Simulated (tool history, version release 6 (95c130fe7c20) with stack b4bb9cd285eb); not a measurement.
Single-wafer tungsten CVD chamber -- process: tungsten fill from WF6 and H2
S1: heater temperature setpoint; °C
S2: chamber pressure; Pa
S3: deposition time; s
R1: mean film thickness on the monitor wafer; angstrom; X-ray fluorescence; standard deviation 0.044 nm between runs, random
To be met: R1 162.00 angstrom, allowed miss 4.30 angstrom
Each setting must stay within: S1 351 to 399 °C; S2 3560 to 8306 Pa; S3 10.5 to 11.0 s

{"run": 1, "hour": 0.0, "S1": 375, "S2": 5933, "S3": 11.0, "R1": 249.83}
{"run": 2, "hour": 6.5, "S1": 369, "S2": 5933, "S3": 11.0, "R1": 223.79}
{"run": 3, "hour": 11.2, "S1": 367, "S2": 5919, "S3": 11.0, "R1": 215.87}
{"run": 4, "hour": 17.6, "S1": 367, "S2": 4906, "S3": 11.0, "R1": 192.4}
{"hour": 25.0, "done": "capacitance manometer re-zeroed and calibrated"}
{"run": 5, "hour": 25.0, "S1": 367, "S2": 4906, "S3": 10.5, "R1": 179.74}
{"run": 6, "hour": 29.0, "S1": 367, "S2": 4906, "S3": 11.0, "R1": 187.33}
{"run": 7, "hour": 35.6, "S1": 366, "S2": 4906, "S3": 11.0, "R1": 183.57}
{"run": 8, "hour": 39.2, "S1": 365, "S2": 4906, "S3": 11.0, "R1": 181.0}
{"run": 9, "hour": 40.2, "S1": 364, "S2": 4906, "S3": 11.0, "R1": 177.12}
{"run": 10, "hour": 44.6, "S1": 363, "S2": 4906, "S3": 11.0, "R1": 174.2}
{"run": 11, "hour": 48.4, "S1": 361, "S2": 4893, "S3": 11.0, "R1": 167.99}
{"run": 12, "hour": 57.0, "S1": 361, "S2": 4893, "S3": 11.0, "R1": 167.2}
{"run": 13, "hour": 62.3, "S1": 361, "S2": 4893, "S3": 11.0, "R1": 167.77}

Pick the move, out of 4, that brings all results within their allowed miss; only one does.
{"run": "A", "hour": 67.6, "S1": 363, "S2": 4506, "S3": 10.7, "R1": "?"}
{"run": "B", "hour": 67.6, "S1": 367, "S2": 4213, "S3": 11.0, "R1": "?"}
{"run": "C", "hour": 67.6, "S1": 359, "S2": 4573, "S3": 10.9, "R1": "?"}
{"run": "D", "hour": 67.6, "S1": 360, "S2": 5586, "S3": 11.0, "R1": "?"}

move=A R1=161.09
move=B R1=171.20
move=C R1=153.39
move=D R1=177.93
A: every result within its allowed miss
B: lands further from the targets than the last run did
C: the result that was furthest off in the last run now lies on the other side of its target
D: lands further from the targets than the last run did
Answer: A
